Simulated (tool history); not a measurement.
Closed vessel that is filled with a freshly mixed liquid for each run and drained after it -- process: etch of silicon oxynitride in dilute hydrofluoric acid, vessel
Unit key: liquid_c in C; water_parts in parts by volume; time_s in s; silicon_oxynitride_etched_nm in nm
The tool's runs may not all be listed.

| run | hour | liquid_c | water_parts | time_s | silicon_oxynitride_etched_nm |
|---|---|---|---|---|---|
| 1 | 0.0 | 22.0 | 115 | 1530 | 28.741 |
| 2 | 3.7 | 22.0 | 115 | 1630 | 30.828 |
| 3 | 7.2 | 22.0 | 75 | 1630 | 48.270 |
| 4 | 14.4 | 21.5 | 85 | 1630 | 41.751 |
| 5 | 15.5 | 18.5 | 85 | 1630 | 35.887 |
| 6 | 21.1 | 17.0 | 85 | 1630 | 33.180 |
| 7 | 22.4 | 17.0 | 95 | 1630 | 29.508 |

Run 8 has not been measured yet. What should we expect?
| 8 | 27.2 | 17.0 | 100 | 1630 | ? |

Run 8 produced silicon_oxynitride_etched_nm 28.271 nm.
